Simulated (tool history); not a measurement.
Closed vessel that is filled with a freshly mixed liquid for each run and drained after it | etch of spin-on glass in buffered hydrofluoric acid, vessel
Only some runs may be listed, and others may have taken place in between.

run,hour,temperature setpoint of the liquid (°C),parts of 40 % ammonium fluoride to one part of 49 % hydrofluoric acid (parts by volume),time in the liquid (s),thickness taken off the spin-on glass on a monitor wafer (nm)
1,0.0,24.0,17.0,105,244.68
2,7.7,24.0,20.5,105,202.96
3,8.8,24.0,20.5,110,216.04
4,16.7,25.5,20.0,110,239.30
5,20.3,27.0,19.0,110,273.00
6,27.4,28.0,18.5,110,290.41
7,31.7,29.0,18.0,110,313.89

Expected results for the next run?
8,38.1,29.5,17.5,110,?

{"run 8": {"thickness taken off the spin-on glass on a monitor wafer (nm)": 336.49}}
